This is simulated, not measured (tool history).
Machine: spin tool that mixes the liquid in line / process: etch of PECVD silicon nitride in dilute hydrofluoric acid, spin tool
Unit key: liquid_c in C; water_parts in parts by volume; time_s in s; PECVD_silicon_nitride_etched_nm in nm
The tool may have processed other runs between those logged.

run,hour,liquid_c,water_parts,time_s,PECVD_silicon_nitride_etched_nm
1,0,21,160,260,4.7206
2,3.5,20,175,260,4.0876
3,11.4,19.5,190,260,3.6828
4,18.2,17,190,260,3.0566
5,26.8,17,200,260,2.9149
6,34,17,200,285,3.2028
# hour 36.2: hydrofluoric acid flow meter replaced
7,36.2,17,210,285,2.8716
8,41.9,17,215,285,2.779
9,43.5,17,220,285,2.7418
10,46.9,17,225,285,2.6371
11,48.1,17,230,285,2.5944
12,56.6,17,235,285,2.5634

Forecast run 13:
13,60.4,17,240,285,?

PECVD_silicon_nitride_etched_nm: 2.5059 nm
